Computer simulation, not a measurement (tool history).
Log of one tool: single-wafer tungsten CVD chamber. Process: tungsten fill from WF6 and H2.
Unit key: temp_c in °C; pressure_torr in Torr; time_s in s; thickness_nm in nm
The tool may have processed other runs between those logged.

run  hour  temp_c  pressure_torr  time_s  thickness_nm
  1   0.0     380           40.3    35.4        67.499
  2   6.6     379           40.3    35.4        66.262
  3  11.4     379           40.3    36.5        68.342
  4  14.3     379           40.3    35.4        65.972
  5  16.5     378           40.3    35.4        64.784
  6  23.5     377           40.3    35.4        63.413
  7  32.4     376           40.3    35.4        62.557
  8  36.2     375           40.3    35.4        61.339

Predict the results of run 9:
  9  43.5     374           40.3    35.4             ?

For run 9 the tool returned thickness_nm 60.380 nm.
